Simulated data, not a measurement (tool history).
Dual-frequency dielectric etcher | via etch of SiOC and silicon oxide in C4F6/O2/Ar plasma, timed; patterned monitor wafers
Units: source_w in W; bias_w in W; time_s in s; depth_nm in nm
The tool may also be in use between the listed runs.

run 1 hour=0 | source_w=350 bias_w=126 time_s=86.5 | depth_nm=82.924
run 2 hour=6.7 | source_w=350 bias_w=126 time_s=90.5 | depth_nm=86.877
run 3 hour=10.5 | source_w=300 bias_w=126 time_s=90.5 | depth_nm=82.024
run 4 hour=16.2 | source_w=320 bias_w=126 time_s=90.5 | depth_nm=83.724
run 5 hour=23.7 | source_w=320 bias_w=103 time_s=90.5 | depth_nm=78.114
run 6 hour=27.1 | source_w=350 bias_w=104 time_s=90.5 | depth_nm=81.173
run 7 hour=35.6 | source_w=370 bias_w=104 time_s=90.5 | depth_nm=82.427

Forecast run 8:
run 8 hour=40.2 | source_w=390 bias_w=104 time_s=90.5 | depth_nm=?

Run 8 gave depth_nm 83.666 nm.
